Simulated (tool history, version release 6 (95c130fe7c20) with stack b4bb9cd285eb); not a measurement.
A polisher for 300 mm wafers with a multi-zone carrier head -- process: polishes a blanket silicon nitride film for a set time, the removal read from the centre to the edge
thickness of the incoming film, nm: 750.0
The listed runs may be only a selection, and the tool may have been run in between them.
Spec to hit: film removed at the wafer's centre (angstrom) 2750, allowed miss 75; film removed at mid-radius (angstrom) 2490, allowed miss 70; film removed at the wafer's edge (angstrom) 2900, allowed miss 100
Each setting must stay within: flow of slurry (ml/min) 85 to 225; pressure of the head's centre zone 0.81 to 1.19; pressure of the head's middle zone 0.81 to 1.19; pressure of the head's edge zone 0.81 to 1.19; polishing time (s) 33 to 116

run,hour,flow of slurry (ml/min),pressure of the head's centre zone,pressure of the head's middle zone,pressure of the head's edge zone,polishing time (s),film removed at the wafer's centre (angstrom),film removed at mid-radius (angstrom),film removed at the wafer's edge (angstrom)
1,0,145,1,1,1,74,2090,2094.7,2092.2
2,6.4,150,1,0.99,1.02,76,2179.1,2141,2180.3
3,9.8,155,1,0.98,1.04,77,2269.8,2141.4,2236
4,15.3,155,0.99,0.98,1.06,78,2268.6,2217.1,2289.1
5,19.1,120,0.99,0.98,1.06,78,2116,2102.1,2133.3
6,19.8,130,0.99,0.98,1.07,79,2162.5,2174.2,2241.6
7,20.9,140,0.99,0.98,1.08,80,2215.2,2228.7,2318.4
8,26.1,150,1,0.98,1.09,80,2298.2,2228.3,2333.1
9,34,155,1,0.97,1.1,81,2354.3,2258.7,2372.8
10,38.7,160,0.99,0.96,1.11,82,2381,2293.3,2478.5
11,46.9,160,0.99,0.96,1.11,82,2383.7,2308.3,2454.6
12,52.4,165,0.99,0.95,1.12,83,2416.3,2310,2508.5
13,61.1,170,0.99,0.95,1.13,83,2418.9,2317.8,2569.1
14,66.6,175,0.99,0.95,1.14,83,2456.7,2373,2579.9
15,73.8,180,0.99,0.94,1.15,83,2468.1,2326.5,2607

Which one of the following 5 next-run settings gets every result inside its allowed miss? There is exactly one.
A,81,185,1.03,0.94,1.17,83,?,?,?
B,81,200,1,0.82,1.18,90,?,?,?
C,81,195,1.06,0.92,1.1,85,?,?,?
D,81,200,0.95,0.85,1.19,95,?,?,?
E,81,185,0.97,0.87,1.12,94,?,?,?

move,film removed at the wafer's centre (angstrom),film removed at mid-radius (angstrom),film removed at the wafer's edge (angstrom)
A,2545.8,2378.9,2601.9
B,2717.2,2332.9,2864.1
C,2705.7,2412.8,2598.1
D,2729.6,2536.6,3035.4
E,2718.9,2527.4,2883.8
A: closer than the last run, but not yet in spec
B: brings the last run's worst result on target, with another outside its allowed miss
C: brings the last run's worst result on target, with another outside its allowed miss
D: brings the last run's worst result on target, with another outside its allowed miss
E: every result lands within tolerance
The move that meets every target is E.
